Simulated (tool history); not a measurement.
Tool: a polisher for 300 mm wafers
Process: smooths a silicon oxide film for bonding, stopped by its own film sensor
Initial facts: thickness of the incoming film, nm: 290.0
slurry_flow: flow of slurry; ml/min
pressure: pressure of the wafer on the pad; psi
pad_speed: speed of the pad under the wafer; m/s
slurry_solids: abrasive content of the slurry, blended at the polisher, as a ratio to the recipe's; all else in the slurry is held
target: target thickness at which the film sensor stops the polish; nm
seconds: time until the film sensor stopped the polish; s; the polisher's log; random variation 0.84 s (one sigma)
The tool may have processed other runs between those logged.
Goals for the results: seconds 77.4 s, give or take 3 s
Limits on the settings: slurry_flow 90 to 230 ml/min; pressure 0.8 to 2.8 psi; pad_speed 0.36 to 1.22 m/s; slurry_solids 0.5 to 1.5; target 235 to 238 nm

{"run": 1, "day": 0.0, "slurry_flow": 150, "pressure": 1.8, "pad_speed": 0.78, "slurry_solids": 1, "target": 238, "seconds": 89.738}
{"run": 2, "day": 0.142, "slurry_flow": 120, "pressure": 1.8, "pad_speed": 0.78, "slurry_solids": 1, "target": 238, "seconds": 96.152}
{"run": 3, "day": 0.454, "slurry_flow": 150, "pressure": 1.8, "pad_speed": 0.78, "slurry_solids": 1, "target": 238, "seconds": 90.878}
{"run": 4, "day": 0.762, "slurry_flow": 165, "pressure": 1.8, "pad_speed": 0.78, "slurry_solids": 1, "target": 238, "seconds": 89.931}
{"run": 5, "day": 1.042, "slurry_flow": 165, "pressure": 1.8, "pad_speed": 0.78, "slurry_solids": 1, "target": 238, "seconds": 89.145}
{"run": 6, "day": 1.217, "slurry_flow": 165, "pressure": 1.8, "pad_speed": 0.78, "slurry_solids": 0.9, "target": 238, "seconds": 93.461}
{"run": 7, "day": 1.525, "slurry_flow": 170, "pressure": 1.9, "pad_speed": 0.78, "slurry_solids": 0.9, "target": 238, "seconds": 87.664}
{"run": 8, "day": 1.671, "slurry_flow": 175, "pressure": 1.9, "pad_speed": 0.78, "slurry_solids": 0.9, "target": 238, "seconds": 88.653}
{"run": 9, "day": 1.888, "slurry_flow": 180, "pressure": 2, "pad_speed": 0.78, "slurry_solids": 0.9, "target": 238, "seconds": 81.46}
{"run": 10, "day": 2.054, "slurry_flow": 180, "pressure": 2, "pad_speed": 0.78, "slurry_solids": 0.9, "target": 238, "seconds": 83.619}

5 next moves are on the table. One of them brings every result within its allowed miss. Which?
{"run": "A", "day": 2.221, "slurry_flow": 170, "pressure": 2.2, "pad_speed": 0.74, "slurry_solids": 0.8, "target": 238, "seconds": "?"}
{"run": "B", "day": 2.221, "slurry_flow": 210, "pressure": 2.1, "pad_speed": 0.88, "slurry_solids": 0.95, "target": 236, "seconds": "?"}
{"run": "C", "day": 2.221, "slurry_flow": 215, "pressure": 1.6, "pad_speed": 1.02, "slurry_solids": 0.95, "target": 238, "seconds": "?"}
{"run": "D", "day": 2.221, "slurry_flow": 145, "pressure": 2.1, "pad_speed": 0.66, "slurry_solids": 0.95, "target": 238, "seconds": "?"}
{"run": "E", "day": 2.221, "slurry_flow": 180, "pressure": 1.9, "pad_speed": 0.84, "slurry_solids": 0.85, "target": 237, "seconds": "?"}

move=A seconds=84.873
move=B seconds=71.649
move=C seconds=79.58
move=D seconds=92.232
move=E seconds=86.697
A: the biggest miss grows against the last run
B: takes the biggest miss from the last run beyond its target
C: all results land within tolerance of their targets
D: the biggest miss grows against the last run
E: the biggest miss grows against the last run
C is the move that brings every result within its allowed miss.
